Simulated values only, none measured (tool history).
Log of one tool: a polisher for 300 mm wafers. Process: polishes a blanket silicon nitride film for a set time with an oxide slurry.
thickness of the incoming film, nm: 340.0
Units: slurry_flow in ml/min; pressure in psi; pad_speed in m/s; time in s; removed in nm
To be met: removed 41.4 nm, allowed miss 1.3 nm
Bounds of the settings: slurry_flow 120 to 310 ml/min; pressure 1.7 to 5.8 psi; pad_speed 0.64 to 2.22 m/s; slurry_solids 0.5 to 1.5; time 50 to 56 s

run,hour,slurry_flow,pressure,pad_speed,slurry_solids,time,removed
1,0,200,3.7,1.42,1,56,59.229
2,1,175,3.7,1.42,1,56,58.11
3,6.9,175,3.7,1.6,1,56,61.604
4,10.9,170,3.4,1.6,1,56,55.756
5,15.7,165,3.2,1.6,1,56,53.216
6,20.8,165,3.9,1.6,1,56,64.633
7,22.5,160,3.5,1.6,1,56,56.909
8,27.1,155,3.3,1.6,1,56,53.387
9,29.8,150,3.1,1.6,1,56,49.584
10,33.9,145,3,1.6,1,56,47.314
11,42.2,140,2.9,1.6,1,56,45.885
12,48,135,2.8,1.6,1,56,44.258
13,56.7,130,2.8,1.6,1,56,43.923

5 next moves are on the table. One of them brings every result within its allowed miss. Which?
A,65.4,120,2.9,1.66,1,56,?
B,65.4,150,2.8,1.8,0.95,55,?
C,65.4,120,2.8,1.62,1,53,?
D,65.4,195,2.8,1.4,1,56,?
E,65.4,240,2.2,2.02,1.15,55,?

move,removed
A,45.605
B,45.932
C,41.217
D,44.679
E,47
A: further off than the last run
B: further off than the last run
C: meets every target
D: further off than the last run
E: further off than the last run
Answer: C
